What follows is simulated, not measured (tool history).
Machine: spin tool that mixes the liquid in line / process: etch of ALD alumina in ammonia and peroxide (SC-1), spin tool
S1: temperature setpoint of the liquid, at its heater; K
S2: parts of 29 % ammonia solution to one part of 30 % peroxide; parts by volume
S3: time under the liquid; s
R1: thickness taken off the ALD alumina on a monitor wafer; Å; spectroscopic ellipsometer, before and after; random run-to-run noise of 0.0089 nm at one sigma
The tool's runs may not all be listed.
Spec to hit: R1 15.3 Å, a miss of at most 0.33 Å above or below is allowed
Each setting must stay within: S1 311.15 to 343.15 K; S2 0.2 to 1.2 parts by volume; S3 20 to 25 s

run,day,S1,S2,S3,R1
1,0,327.15,0.8,25,22.202
2,0.254,326.15,0.8,25,21.067
3,0.288,326.15,1.1,25,21.622
4,0.625,326.15,1.2,25,21.769
5,0.908,322.15,1.2,25,17.522
6,0.954,317.15,1.2,25,13.3
7,1.283,317.65,1.2,25,13.635
8,1.529,318.15,1.2,25,13.953

4 candidate next runs follow, results not yet known. Just one meets every target within its allowed miss. Identify it.
A,1.775,319.65,1.15,25,?
B,1.775,318.65,1.15,25,?
C,1.775,323.15,1.2,20,?
D,1.775,319.15,1.2,25,?

move,R1
A,15.242
B,14.404
C,14.875
D,14.878
A: every result lands within tolerance
B: moves toward the targets from the last run without getting all of them in spec
C: moves toward the targets from the last run without getting all of them in spec
D: moves toward the targets from the last run without getting all of them in spec
So the answer is move A, the one that meets all the targets.
